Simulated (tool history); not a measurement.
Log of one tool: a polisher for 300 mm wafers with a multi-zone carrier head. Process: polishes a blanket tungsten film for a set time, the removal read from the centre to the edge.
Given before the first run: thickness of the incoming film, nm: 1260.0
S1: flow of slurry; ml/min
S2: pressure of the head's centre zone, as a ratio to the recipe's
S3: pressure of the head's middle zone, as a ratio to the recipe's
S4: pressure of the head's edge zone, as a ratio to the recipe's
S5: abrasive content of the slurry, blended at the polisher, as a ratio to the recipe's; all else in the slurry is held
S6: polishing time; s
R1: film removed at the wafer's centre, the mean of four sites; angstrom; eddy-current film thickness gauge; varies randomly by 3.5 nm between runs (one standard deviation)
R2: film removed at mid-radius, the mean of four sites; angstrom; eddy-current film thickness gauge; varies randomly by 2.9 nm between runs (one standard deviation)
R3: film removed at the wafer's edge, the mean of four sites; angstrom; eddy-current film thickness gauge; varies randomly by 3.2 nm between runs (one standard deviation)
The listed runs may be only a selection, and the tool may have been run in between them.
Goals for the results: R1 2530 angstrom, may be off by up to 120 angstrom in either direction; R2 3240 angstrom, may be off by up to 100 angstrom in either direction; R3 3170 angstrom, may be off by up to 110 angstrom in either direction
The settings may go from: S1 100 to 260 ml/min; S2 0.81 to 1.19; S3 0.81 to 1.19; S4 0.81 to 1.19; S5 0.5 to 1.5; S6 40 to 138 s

Run 1, hour 0: S1 165 ml/min, S2 1, S3 1, S4 1, S5 1, S6 88 s. Result: R1 3168.1 angstrom, R2 3404.3 angstrom, R3 3357.8 angstrom.
Run 2, hour 4.8: S1 165 ml/min, S2 1, S3 1, S4 1.05, S5 1, S6 88 s. Result: R1 3233.6 angstrom, R2 3410.1 angstrom, R3 3549.7 angstrom.
Run 3, hour 5.8: S1 165 ml/min, S2 1, S3 1, S4 1.05, S5 1, S6 98 s. Result: R1 3536.9 angstrom, R2 3768.6 angstrom, R3 3963.8 angstrom.
Run 4, hour 7.8: S1 155 ml/min, S2 0.95, S3 0.99, S4 1.01, S5 0.95, S6 98 s. Result: R1 3232.2 angstrom, R2 3732.7 angstrom, R3 3702.7 angstrom.
Run 5, hour 8.9: S1 145 ml/min, S2 0.92, S3 0.96, S4 0.99, S5 0.9, S6 98 s. Result: R1 3102.9 angstrom, R2 3502.3 angstrom, R3 3648.2 angstrom.
Run 6, hour 11.8: S1 140 ml/min, S2 0.89, S3 0.96, S4 0.97, S5 0.85, S6 98 s. Result: R1 3004.9 angstrom, R2 3489.8 angstrom, R3 3619.1 angstrom.
Run 7, hour 12.8: S1 135 ml/min, S2 0.87, S3 0.97, S4 0.95, S5 0.8, S6 97 s. Result: R1 2803.6 angstrom, R2 3450.6 angstrom, R3 3438.7 angstrom.
Run 8, hour 20.7: S1 130 ml/min, S2 0.86, S3 0.97, S4 0.93, S5 0.75, S6 97 s. Result: R1 2791.9 angstrom, R2 3303.8 angstrom, R3 3392.5 angstrom.

Exactly one of the 5 candidate moves below puts every result within its allowed miss. Which one?
Run A, hour 28.6: S1 165 ml/min, S2 0.81, S3 1.09, S4 0.96, S5 0.85, S6 80 s. Result: R1 ?, R2 ?, R3 ?.
Run B, hour 28.6: S1 100 ml/min, S2 0.88, S3 0.88, S4 0.92, S5 0.6, S6 110 s. Result: R1 ?, R2 ?, R3 ?.
Run C, hour 28.6: S1 145 ml/min, S2 0.85, S3 1.01, S4 0.94, S5 0.85, S6 95 s. Result: R1 ?, R2 ?, R3 ?.
Run D, hour 28.6: S1 125 ml/min, S2 0.81, S3 0.99, S4 0.91, S5 0.7, S6 86 s. Result: R1 ?, R2 ?, R3 ?.
Run E, hour 28.6: S1 125 ml/min, S2 0.83, S3 0.99, S4 0.92, S5 1.2, S6 85 s. Result: R1 ?, R2 ?, R3 ?.

move      R1      R2      R3
   A  2231.9    3258  2924.4
   B  2876.9  3261.1  3516.8
   C  2728.6    3565  3400.6
   D  2212.2    2993  2877.1
   E  2502.8  3303.5    3192
A: moves the result that the last run missed by most past its target, out the other side
B: further off than the last run
C: further off than the last run
D: moves the result that the last run missed by most past its target, out the other side
E: hits every target within its allowed miss
E is the move that brings every result within its allowed miss.
